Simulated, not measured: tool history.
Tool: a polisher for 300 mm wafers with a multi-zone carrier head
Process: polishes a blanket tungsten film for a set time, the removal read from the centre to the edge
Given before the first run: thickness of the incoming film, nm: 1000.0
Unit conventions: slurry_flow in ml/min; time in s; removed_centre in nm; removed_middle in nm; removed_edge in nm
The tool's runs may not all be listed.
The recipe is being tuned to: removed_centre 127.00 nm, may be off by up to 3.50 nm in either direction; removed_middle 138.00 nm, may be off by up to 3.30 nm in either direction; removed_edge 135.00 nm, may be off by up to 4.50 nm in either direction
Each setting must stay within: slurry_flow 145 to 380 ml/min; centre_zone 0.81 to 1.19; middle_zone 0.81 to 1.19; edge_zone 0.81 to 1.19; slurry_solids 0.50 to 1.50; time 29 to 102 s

| run | hour | slurry_flow | centre_zone | middle_zone | edge_zone | slurry_solids | time | removed_centre | removed_middle | removed_edge |
|---|---|---|---|---|---|---|---|---|---|---|
| 1 | 0.0 | 245 | 1.00 | 1.00 | 1.00 | 1.00 | 65 | 216.00 | 222.74 | 235.76 |
| 2 | 2.5 | 245 | 1.00 | 0.92 | 1.00 | 1.00 | 65 | 222.87 | 213.80 | 235.65 |
| 3 | 10.7 | 245 | 1.08 | 0.92 | 1.00 | 1.00 | 65 | 236.18 | 207.74 | 234.02 |
| 4 | 14.3 | 245 | 1.08 | 0.92 | 0.92 | 1.00 | 65 | 234.92 | 212.87 | 217.99 |
| 5 | 21.7 | 225 | 1.01 | 0.90 | 0.89 | 0.85 | 58 | 185.68 | 175.70 | 182.62 |
| 6 | 24.7 | 220 | 0.97 | 0.91 | 0.86 | 0.75 | 55 | 165.12 | 161.78 | 165.59 |
| 7 | 33.2 | 215 | 0.94 | 0.92 | 0.84 | 0.65 | 53 | 145.65 | 149.37 | 151.45 |
|  | 37.9 | edge zone pressure recalibrated |
| 8 | 37.9 | 210 | 0.93 | 0.93 | 0.83 | 0.60 | 52 | 136.61 | 142.02 | 136.67 |
| 9 | 41.2 | 195 | 0.92 | 0.93 | 0.84 | 0.60 | 52 | 138.19 | 142.76 | 137.20 |
| 10 | 42.9 | 195 | 0.89 | 0.92 | 0.84 | 0.60 | 52 | 133.34 | 142.61 | 137.65 |
| 11 | 45.5 | 195 | 0.89 | 0.92 | 0.84 | 0.60 | 52 | 131.88 | 141.18 | 138.52 |

Below are 5 possible settings for the next run. Only one of them brings all results inside the allowed miss of their targets. Which is it?
| A | 48.1 | 270 | 0.86 | 0.90 | 0.88 | 0.50 | 53 | ? | ? | ? |
| B | 48.1 | 145 | 0.94 | 0.97 | 0.81 | 0.55 | 55 | ? | ? | ? |
| C | 48.1 | 200 | 0.92 | 0.88 | 0.84 | 0.70 | 49 | ? | ? | ? |
| D | 48.1 | 220 | 0.88 | 0.88 | 0.87 | 0.75 | 50 | ? | ? | ? |
| E | 48.1 | 210 | 0.82 | 0.87 | 0.94 | 0.65 | 49 | ? | ? | ? |

| move | removed_centre | removed_middle | removed_edge |
|---|---|---|---|
| A | 126.05 | 136.09 | 136.94 |
| B | 136.76 | 143.26 | 135.28 |
| C | 134.34 | 135.38 | 136.05 |
| D | 136.09 | 142.50 | 145.13 |
| E | 119.18 | 132.03 | 140.35 |
A: every result within its allowed miss
B: its largest miss is bigger than the last run's
C: its largest miss is bigger than the last run's
D: its largest miss is bigger than the last run's
E: moves the result that the last run missed by most past its target, out the other side
Move A is the one to make.
